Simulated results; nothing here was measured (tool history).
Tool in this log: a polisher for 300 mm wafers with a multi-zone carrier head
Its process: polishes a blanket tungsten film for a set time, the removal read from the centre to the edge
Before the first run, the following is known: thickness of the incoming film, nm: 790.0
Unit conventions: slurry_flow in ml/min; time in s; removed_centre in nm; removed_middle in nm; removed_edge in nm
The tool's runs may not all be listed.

{"run": 1, "day": 0.0, "slurry_flow": 200, "centre_zone": 1, "middle_zone": 1, "edge_zone": 1, "slurry_solids": 1, "time": 65, "removed_centre": 214.17, "removed_middle": 207.78, "removed_edge": 218.42}
{"run": 2, "day": 0.104, "slurry_flow": 210, "centre_zone": 1.03, "middle_zone": 1.01, "edge_zone": 1.01, "slurry_solids": 1.05, "time": 65, "removed_centre": 221.52, "removed_middle": 214.18, "removed_edge": 218.65}
{"run": 3, "day": 0.175, "slurry_flow": 215, "centre_zone": 1.05, "middle_zone": 1, "edge_zone": 1.02, "slurry_solids": 1.1, "time": 65, "removed_centre": 230.4, "removed_middle": 214.91, "removed_edge": 225.13}
{"run": 4, "day": 0.525, "slurry_flow": 215, "centre_zone": 1.05, "middle_zone": 1, "edge_zone": 1.02, "slurry_solids": 0.9, "time": 65, "removed_centre": 223.07, "removed_middle": 206.87, "removed_edge": 216.97}
{"run": 5, "day": 0.662, "slurry_flow": 215, "centre_zone": 1.05, "middle_zone": 1, "edge_zone": 1.02, "slurry_solids": 0.9, "time": 78, "removed_centre": 264.3, "removed_middle": 251.05, "removed_edge": 257.84}
{"run": 6, "day": 0.812, "slurry_flow": 215, "centre_zone": 1.06, "middle_zone": 1, "edge_zone": 1.01, "slurry_solids": 0.9, "time": 78, "removed_centre": 265.86, "removed_middle": 252.35, "removed_edge": 256.07}
{"run": 7, "day": 1.075, "slurry_flow": 215, "centre_zone": 1.06, "middle_zone": 1, "edge_zone": 1.01, "slurry_solids": 0.9, "time": 78, "removed_centre": 266.15, "removed_middle": 246.99, "removed_edge": 259.53}

The next listed run, before its measurement:
{"run": 8, "day": 1.242, "slurry_flow": 215, "centre_zone": 1.07, "middle_zone": 1, "edge_zone": 1, "slurry_solids": 0.9, "time": 78, "removed_centre": "?", "removed_middle": "?", "removed_edge": "?"}

{"run 8": {"removed_centre": 277.15, "removed_middle": 248.78, "removed_edge": 256.79}}
